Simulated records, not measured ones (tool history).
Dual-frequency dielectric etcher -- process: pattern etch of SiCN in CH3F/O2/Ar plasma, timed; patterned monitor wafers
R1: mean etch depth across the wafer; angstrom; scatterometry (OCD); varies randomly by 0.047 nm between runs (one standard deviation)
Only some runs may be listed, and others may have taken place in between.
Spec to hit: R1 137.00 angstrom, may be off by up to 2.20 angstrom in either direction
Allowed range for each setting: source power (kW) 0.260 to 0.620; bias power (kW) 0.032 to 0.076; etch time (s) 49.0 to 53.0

Run 1, hour 0.0: source power (kW) 0.440, bias power (kW) 0.054, etch time (s) 53.0. Result: R1 187.03 angstrom.
Run 2, hour 1.2: source power (kW) 0.440, bias power (kW) 0.054, etch time (s) 49.0. Result: R1 174.19 angstrom.
Run 3, hour 7.7: source power (kW) 0.440, bias power (kW) 0.054, etch time (s) 53.0. Result: R1 187.70 angstrom.
Run 4, hour 9.1: source power (kW) 0.420, bias power (kW) 0.051, etch time (s) 52.5. Result: R1 179.23 angstrom.
Run 5, hour 17.2: source power (kW) 0.400, bias power (kW) 0.048, etch time (s) 52.0. Result: R1 169.34 angstrom.
Run 6, hour 18.6: source power (kW) 0.380, bias power (kW) 0.046, etch time (s) 52.0. Result: R1 162.81 angstrom.
Run 7, hour 20.2: source power (kW) 0.360, bias power (kW) 0.045, etch time (s) 52.0. Result: R1 158.09 angstrom.
Run 8, hour 22.3: source power (kW) 0.350, bias power (kW) 0.044, etch time (s) 52.0. Result: R1 156.10 angstrom.
Run 9, hour 25.4: source power (kW) 0.260, bias power (kW) 0.033, etch time (s) 51.0. Result: R1 120.13 angstrom.
Run 10, hour 30.1: source power (kW) 0.270, bias power (kW) 0.033, etch time (s) 51.0. Result: R1 122.57 angstrom.
At hour 37.8: source power generator calibrated.
Run 11, hour 37.8: source power (kW) 0.280, bias power (kW) 0.033, etch time (s) 51.0. Result: R1 122.34 angstrom.
Run 12, hour 42.3: source power (kW) 0.290, bias power (kW) 0.033, etch time (s) 51.0. Result: R1 124.38 angstrom.
Run 13, hour 45.6: source power (kW) 0.300, bias power (kW) 0.033, etch time (s) 51.0. Result: R1 125.13 angstrom.
Run 14, hour 48.2: source power (kW) 0.310, bias power (kW) 0.033, etch time (s) 51.0. Result: R1 127.62 angstrom.
Run 15, hour 55.1: source power (kW) 0.320, bias power (kW) 0.033, etch time (s) 51.0. Result: R1 129.62 angstrom.

Which one of the following 4 next-run settings gets every result inside its allowed miss? There is exactly one.
Run A, hour 62.0: source power (kW) 0.310, bias power (kW) 0.041, etch time (s) 50.5. Result: R1 ?.
Run B, hour 62.0: source power (kW) 0.270, bias power (kW) 0.035, etch time (s) 50.0. Result: R1 ?.
Run C, hour 62.0: source power (kW) 0.310, bias power (kW) 0.032, etch time (s) 49.0. Result: R1 ?.
Run D, hour 62.0: source power (kW) 0.320, bias power (kW) 0.032, etch time (s) 50.5. Result: R1 ?.

move      R1
   A  137.36
   B  120.83
   C  120.89
   D  126.21
A: every result lands within tolerance
B: the biggest miss grows against the last run
C: the biggest miss grows against the last run
D: the biggest miss grows against the last run
Go with A: it meets all targets.
